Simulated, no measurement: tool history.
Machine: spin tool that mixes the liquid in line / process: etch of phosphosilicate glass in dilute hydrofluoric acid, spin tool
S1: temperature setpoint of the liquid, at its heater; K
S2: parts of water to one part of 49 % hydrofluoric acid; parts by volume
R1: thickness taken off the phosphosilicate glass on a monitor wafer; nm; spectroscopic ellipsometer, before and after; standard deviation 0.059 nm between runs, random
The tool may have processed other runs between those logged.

Run 1, hour 0.0: S1 296.15 K, S2 100 parts by volume, time under the liquid (s) 15. Result: R1 7.6642 nm.
Run 2, hour 6.0: S1 296.15 K, S2 75 parts by volume, time under the liquid (s) 15. Result: R1 10.5500 nm.
Run 3, hour 7.7: S1 297.15 K, S2 75 parts by volume, time under the liquid (s) 15. Result: R1 10.9360 nm.
Run 4, hour 9.1: S1 297.15 K, S2 60 parts by volume, time under the liquid (s) 15. Result: R1 14.0030 nm.
Run 5, hour 14.9: S1 296.15 K, S2 60 parts by volume, time under the liquid (s) 15. Result: R1 13.4570 nm.
Run 6, hour 22.2: S1 295.15 K, S2 60 parts by volume, time under the liquid (s) 15. Result: R1 12.9230 nm.
At hour 30.4: hydrofluoric acid flow meter replaced.
Run 7, hour 30.4: S1 294.15 K, S2 60 parts by volume, time under the liquid (s) 15. Result: R1 14.0480 nm.
Run 8, hour 36.0: S1 294.15 K, S2 60 parts by volume, time under the liquid (s) 15. Result: R1 14.0330 nm.

Run 9 is up next; what results do you expect?
Run 9, hour 40.9: S1 294.15 K, S2 60 parts by volume, time under the liquid (s) 15. Result: R1 ?.

{"run 9": {"R1": 14.027}}

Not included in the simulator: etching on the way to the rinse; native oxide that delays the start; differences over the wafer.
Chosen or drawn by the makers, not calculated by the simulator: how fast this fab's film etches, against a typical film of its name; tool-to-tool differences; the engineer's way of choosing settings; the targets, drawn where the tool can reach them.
